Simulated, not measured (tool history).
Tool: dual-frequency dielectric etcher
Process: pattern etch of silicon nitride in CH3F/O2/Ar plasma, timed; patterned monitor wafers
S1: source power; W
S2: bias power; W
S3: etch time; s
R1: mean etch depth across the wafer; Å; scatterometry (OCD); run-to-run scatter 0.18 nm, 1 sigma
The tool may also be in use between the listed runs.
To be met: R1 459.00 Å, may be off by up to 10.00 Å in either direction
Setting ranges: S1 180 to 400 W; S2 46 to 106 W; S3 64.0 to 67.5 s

| run | day | S1 | S2 | S3 | R1 |
|---|---|---|---|---|---|
| 1 | 0.000 | 290 | 76 | 64.0 | 414.94 |
| 2 | 0.304 | 300 | 77 | 64.0 | 416.85 |
| 3 | 0.333 | 350 | 77 | 64.0 | 442.44 |
| 4 | 0.704 | 350 | 71 | 64.0 | 430.04 |
| 5 | 0.971 | 360 | 72 | 64.0 | 433.59 |
| 6 | 1.179 | 370 | 73 | 64.0 | 441.29 |
| 7 | 1.283 | 370 | 74 | 64.0 | 443.30 |
| 8 | 1.404 | 370 | 75 | 64.0 | 444.60 |
| 9 | 1.754 | 370 | 75 | 64.0 | 445.38 |

5 next moves are on the table. One of them brings every result within its allowed miss. Which?
| A | 2.104 | 300 | 68 | 67.0 | ? |
| B | 2.104 | 350 | 73 | 64.0 | ? |
| C | 2.104 | 360 | 67 | 66.0 | ? |
| D | 2.104 | 380 | 74 | 66.0 | ? |
| E | 2.104 | 330 | 69 | 66.0 | ? |

| move | R1 |
|---|---|
| A | 425.04 |
| B | 435.97 |
| C | 443.46 |
| D | 464.09 |
| E | 433.99 |
A: the biggest miss grows against the last run
B: the biggest miss grows against the last run
C: the biggest miss grows against the last run
D: all results in spec
E: the biggest miss grows against the last run
Move D is the one to make.

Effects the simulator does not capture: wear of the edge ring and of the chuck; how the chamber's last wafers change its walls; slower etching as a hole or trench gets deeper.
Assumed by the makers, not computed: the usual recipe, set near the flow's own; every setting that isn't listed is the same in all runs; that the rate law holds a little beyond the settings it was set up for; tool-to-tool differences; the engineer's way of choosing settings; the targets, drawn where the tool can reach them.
